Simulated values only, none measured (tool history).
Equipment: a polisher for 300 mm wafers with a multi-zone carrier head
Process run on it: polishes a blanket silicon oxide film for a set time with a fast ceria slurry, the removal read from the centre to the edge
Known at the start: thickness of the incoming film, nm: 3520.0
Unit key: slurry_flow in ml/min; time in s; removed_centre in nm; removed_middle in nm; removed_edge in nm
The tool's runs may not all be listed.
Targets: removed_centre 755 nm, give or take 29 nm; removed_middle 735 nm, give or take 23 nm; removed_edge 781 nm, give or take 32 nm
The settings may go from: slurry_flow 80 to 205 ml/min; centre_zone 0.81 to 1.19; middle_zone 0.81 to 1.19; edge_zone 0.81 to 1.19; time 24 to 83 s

run,hour,slurry_flow,centre_zone,middle_zone,edge_zone,time,removed_centre,removed_middle,removed_edge
1,0,135,1,1,1,53,539.78,542.79,550.68
2,2.4,145,1,1,1,53,550.76,551.14,551.08
3,11.2,140,1.01,1.01,1.02,56,577.78,579.5,600.11
4,15.4,140,1.01,1.06,1.02,56,583.57,610.23,584.03
5,20.2,140,1.01,0.98,1.02,56,581.85,576.41,571.32
6,27.4,140,1.01,0.98,1.02,45,467.4,455.7,472.17
7,34.7,140,1.02,0.98,1.04,50,531.64,507.79,524.45
8,43.5,135,1.02,0.98,1.06,54,561.37,549.9,577.75

Pick the move, out of 5, that brings all results within their allowed miss; only one does.
A,52.3,80,0.91,0.81,1.19,51,?,?,?
B,52.3,155,1.09,0.81,1.07,72,?,?,?
C,52.3,140,1.01,0.98,1.08,72,?,?,?
D,52.3,130,0.89,1.19,1.16,68,?,?,?
E,52.3,90,1.05,0.81,1.19,43,?,?,?

move,removed_centre,removed_middle,removed_edge
A,409.08,389.02,526.71
B,823.69,637.78,780.52
C,747.98,733.51,772.19
D,612.67,806.46,746.64
E,413.86,338.6,453.71
A: further off than the last run
B: closer than the last run, but not yet in spec
C: each result inside its tolerance
D: carries the result that was furthest off beyond its target, to the other side
E: further off than the last run
The right move is C.
